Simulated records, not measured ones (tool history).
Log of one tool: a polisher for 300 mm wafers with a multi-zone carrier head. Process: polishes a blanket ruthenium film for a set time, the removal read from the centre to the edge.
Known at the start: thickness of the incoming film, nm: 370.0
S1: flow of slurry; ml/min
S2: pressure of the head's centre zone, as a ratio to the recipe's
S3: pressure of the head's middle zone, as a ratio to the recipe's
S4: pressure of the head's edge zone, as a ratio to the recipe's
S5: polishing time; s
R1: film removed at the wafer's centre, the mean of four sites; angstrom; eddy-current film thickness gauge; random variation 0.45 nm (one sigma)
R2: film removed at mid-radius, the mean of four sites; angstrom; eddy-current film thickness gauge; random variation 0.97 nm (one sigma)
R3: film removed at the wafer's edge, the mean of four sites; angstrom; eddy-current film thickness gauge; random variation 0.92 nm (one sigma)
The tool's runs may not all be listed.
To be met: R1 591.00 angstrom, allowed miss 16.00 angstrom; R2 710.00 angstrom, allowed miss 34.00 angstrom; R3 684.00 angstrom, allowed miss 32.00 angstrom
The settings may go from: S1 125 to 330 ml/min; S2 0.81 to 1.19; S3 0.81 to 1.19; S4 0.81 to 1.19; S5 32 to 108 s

run 1 hour=0.0 | S1=210 S2=1.00 S3=1.00 S4=1.00 S5=70 | R1=745.91 R2=742.36 R3=753.73
run 2 hour=5.1 | S1=210 S2=1.00 S3=1.00 S4=1.00 S5=79 | R1=849.46 R2=838.78 R3=831.27
run 3 hour=8.2 | S1=200 S2=0.95 S3=1.00 S4=0.97 S5=76 | R1=756.06 R2=790.93 R3=778.40
run 4 hour=14.8 | S1=190 S2=0.91 S3=1.00 S4=0.95 S5=75 | R1=713.90 R2=785.97 R3=788.09
run 5 hour=21.7 | S1=190 S2=0.99 S3=1.00 S4=0.95 S5=75 | R1=772.97 R2=779.29 R3=783.00
run 6 hour=29.6 | S1=235 S2=0.99 S3=1.00 S4=0.95 S5=75 | R1=788.94 R2=809.81 R3=791.15
run 7 hour=35.4 | S1=230 S2=0.95 S3=1.00 S4=0.92 S5=72 | R1=729.50 R2=771.37 R3=766.14
run 8 hour=38.2 | S1=220 S2=0.93 S3=1.02 S4=0.91 S5=70 | R1=696.94 R2=734.57 R3=737.30
run 9 hour=43.7 | S1=215 S2=0.89 S3=1.06 S4=0.91 S5=69 | R1=646.67 R2=772.56 R3=694.81
run 10 hour=52.2 | S1=205 S2=0.87 S3=1.05 S4=0.90 S5=69 | R1=634.59 R2=749.72 R3=705.18

Which of these 4 next moves meets every target?
run A hour=60.7 | S1=180 S2=1.02 S3=1.12 S4=0.93 S5=64 | R1=? R2=? R3=?
run B hour=60.7 | S1=205 S2=0.87 S3=0.95 S4=0.90 S5=70 | R1=? R2=? R3=?
run C hour=60.7 | S1=140 S2=0.83 S3=1.01 S4=0.85 S5=72 | R1=? R2=? R3=?
run D hour=60.7 | S1=215 S2=0.81 S3=1.15 S4=0.84 S5=66 | R1=? R2=? R3=?

move=A R1=677.45 R2=713.94 R3=659.08
move=B R1=651.59 R2=692.44 R3=723.62
move=C R1=599.26 R2=705.44 R3=696.60
move=D R1=579.98 R2=773.12 R3=666.76
A: further off than the last run
B: further off than the last run
C: meets every target
D: brings the result that was furthest off to its target, and leaves another outside
The right move is C.
